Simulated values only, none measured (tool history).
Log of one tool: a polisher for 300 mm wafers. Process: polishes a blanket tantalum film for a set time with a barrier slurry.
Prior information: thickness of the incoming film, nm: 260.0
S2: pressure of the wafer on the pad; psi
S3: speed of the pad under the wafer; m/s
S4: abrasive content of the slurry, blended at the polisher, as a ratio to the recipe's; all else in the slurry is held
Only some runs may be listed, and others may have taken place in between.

run 1 hour=0.0 | flow_of_slurry_(ml/min)=270 S2=2.1 S3=1.28 S4=1.0 polishing_time_(s)=22 | film_removed_(angstrom)=558.61
run 2 hour=3.9 | flow_of_slurry_(ml/min)=270 S2=2.1 S3=1.28 S4=1.0 polishing_time_(s)=20 | film_removed_(angstrom)=517.36
run 3 hour=12.3 | flow_of_slurry_(ml/min)=270 S2=2.0 S3=1.28 S4=1.0 polishing_time_(s)=20 | film_removed_(angstrom)=499.89
run 4 hour=12.9 | flow_of_slurry_(ml/min)=270 S2=1.9 S3=1.28 S4=1.0 polishing_time_(s)=20 | film_removed_(angstrom)=475.35
run 5 hour=15.1 | flow_of_slurry_(ml/min)=270 S2=2.4 S3=1.28 S4=1.0 polishing_time_(s)=20 | film_removed_(angstrom)=559.36
run 6 hour=20.7 | flow_of_slurry_(ml/min)=270 S2=2.0 S3=1.28 S4=1.0 polishing_time_(s)=20 | film_removed_(angstrom)=486.81
run 7 hour=28.7 | flow_of_slurry_(ml/min)=270 S2=1.9 S3=1.28 S4=1.0 polishing_time_(s)=20 | film_removed_(angstrom)=473.83
run 8 hour=31.6 | flow_of_slurry_(ml/min)=270 S2=1.9 S3=1.28 S4=1.0 polishing_time_(s)=20 | film_removed_(angstrom)=484.53
run 9 hour=38.0 | flow_of_slurry_(ml/min)=270 S2=1.7 S3=1.28 S4=1.0 polishing_time_(s)=20 | film_removed_(angstrom)=436.83
run 10 hour=46.0 | flow_of_slurry_(ml/min)=270 S2=1.6 S3=1.28 S4=1.0 polishing_time_(s)=20 | film_removed_(angstrom)=428.74
run 11 hour=50.1 | flow_of_slurry_(ml/min)=270 S2=1.5 S3=1.28 S4=1.0 polishing_time_(s)=20 | film_removed_(angstrom)=399.25

Expected results for the next run?
run 12 hour=53.7 | flow_of_slurry_(ml/min)=270 S2=1.4 S3=1.28 S4=1.0 polishing_time_(s)=20 | film_removed_(angstrom)=?

film removed (angstrom): 381.29
